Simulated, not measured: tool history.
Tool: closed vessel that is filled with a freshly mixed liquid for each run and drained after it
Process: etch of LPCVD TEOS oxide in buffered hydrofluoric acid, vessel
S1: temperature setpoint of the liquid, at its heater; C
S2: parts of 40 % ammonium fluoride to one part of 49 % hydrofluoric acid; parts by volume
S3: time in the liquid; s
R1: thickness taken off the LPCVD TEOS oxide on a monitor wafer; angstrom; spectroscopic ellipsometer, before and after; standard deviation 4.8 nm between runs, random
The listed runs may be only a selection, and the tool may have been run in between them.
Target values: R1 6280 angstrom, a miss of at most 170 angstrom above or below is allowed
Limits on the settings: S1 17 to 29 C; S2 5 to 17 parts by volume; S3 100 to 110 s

run  hour    S1    S2   S3      R1
  1     0    21  10.5  100  2699.6
  2   0.9  23.5     9  100  3427.6
  3   3.8    25     9  100  3722.9
  4   9.7  26.5   7.5  100    4933
  5  18.3  26.5   7.5  110  5517.3
  6  27.2  26.5   5.5  110  7229.2
  7  32.2  25.5   5.5  110  6798.1
  8  39.7    25   5.5  110    6683
  9  45.8  24.5   5.5  110  6501.6

Which one of the following 4 next-run settings gets every result inside its allowed miss? There is exactly one.
  A  51.9    25  5.5  110   ?
  B  51.9    24    6  110   ?
  C  51.9  22.5    5  110   ?
  D  51.9  22.5  5.5  110   ?

move      R1
   A  6543.8
   B  5758.2
   C  6189.7
   D  5710.7
A: lands further from the targets than the last run did
B: takes the result that was furthest off past its target
C: every result within its allowed miss
D: takes the result that was furthest off past its target
The move that meets every target is C.
